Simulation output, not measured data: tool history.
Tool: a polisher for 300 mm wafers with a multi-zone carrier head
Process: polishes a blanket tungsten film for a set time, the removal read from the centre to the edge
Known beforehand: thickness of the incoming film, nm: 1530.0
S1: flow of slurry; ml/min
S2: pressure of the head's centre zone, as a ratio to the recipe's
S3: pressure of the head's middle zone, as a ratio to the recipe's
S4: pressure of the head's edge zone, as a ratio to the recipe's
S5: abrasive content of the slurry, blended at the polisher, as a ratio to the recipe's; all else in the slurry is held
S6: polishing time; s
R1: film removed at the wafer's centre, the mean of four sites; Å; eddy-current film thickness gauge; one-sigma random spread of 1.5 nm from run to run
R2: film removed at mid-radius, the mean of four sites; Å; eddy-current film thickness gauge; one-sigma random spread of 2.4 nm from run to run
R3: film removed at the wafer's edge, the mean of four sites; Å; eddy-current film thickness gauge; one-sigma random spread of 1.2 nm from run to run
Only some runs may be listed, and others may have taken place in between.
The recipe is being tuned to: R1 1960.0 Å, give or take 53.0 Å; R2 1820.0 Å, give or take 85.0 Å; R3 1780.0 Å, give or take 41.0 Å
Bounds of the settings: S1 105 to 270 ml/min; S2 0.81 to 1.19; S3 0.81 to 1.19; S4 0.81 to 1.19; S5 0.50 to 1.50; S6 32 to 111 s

| run | hour | S1 | S2 | S3 | S4 | S5 | S6 | R1 | R2 | R3 |
|---|---|---|---|---|---|---|---|---|---|---|
| 1 | 0.0 | 175 | 1.00 | 1.00 | 1.00 | 1.00 | 71 | 2925.7 | 2888.7 | 2876.7 |
| 2 | 3.4 | 175 | 1.00 | 1.04 | 1.00 | 1.00 | 71 | 2920.5 | 2965.8 | 2847.9 |
| 3 | 7.3 | 175 | 1.00 | 1.04 | 0.94 | 1.00 | 71 | 2944.5 | 3009.2 | 2793.5 |
| 4 | 10.2 | 170 | 1.00 | 1.02 | 0.92 | 0.90 | 66 | 2648.9 | 2667.6 | 2500.5 |
| 5 | 14.5 | 170 | 0.92 | 1.02 | 0.92 | 0.90 | 66 | 2493.6 | 2615.8 | 2484.8 |
| 6 | 15.8 | 170 | 0.92 | 1.02 | 0.99 | 0.90 | 66 | 2509.3 | 2667.6 | 2583.4 |
| 7 | 22.9 | 155 | 0.98 | 0.95 | 0.89 | 0.65 | 50 | 1760.2 | 1716.1 | 1685.5 |
| 8 | 26.5 | 165 | 0.99 | 0.95 | 0.89 | 0.65 | 50 | 1821.8 | 1724.9 | 1702.0 |

Of the 4 settings listed for the next run, only one would bring every result within its allowed miss of target. Which one?
| A | 30.1 | 180 | 0.94 | 1.08 | 0.81 | 0.80 | 48 | ? | ? | ? |
| B | 30.1 | 270 | 0.99 | 0.95 | 0.90 | 0.55 | 51 | ? | ? | ? |
| C | 30.1 | 225 | 0.96 | 0.88 | 0.93 | 0.65 | 49 | ? | ? | ? |
| D | 30.1 | 155 | 0.93 | 0.82 | 0.85 | 0.80 | 51 | ? | ? | ? |

| move | R1 | R2 | R3 |
|---|---|---|---|
| A | 1794.0 | 1982.8 | 1677.0 |
| B | 1928.0 | 1823.6 | 1774.4 |
| C | 1836.1 | 1675.1 | 1772.8 |
| D | 1826.8 | 1626.3 | 1786.0 |
A: its largest miss is bigger than the last run's
B: all results land within tolerance of their targets
C: closes in on the targets versus the last run, not all within tolerance yet
D: about the same distance from the targets as the last run
Go with B: it meets all targets.

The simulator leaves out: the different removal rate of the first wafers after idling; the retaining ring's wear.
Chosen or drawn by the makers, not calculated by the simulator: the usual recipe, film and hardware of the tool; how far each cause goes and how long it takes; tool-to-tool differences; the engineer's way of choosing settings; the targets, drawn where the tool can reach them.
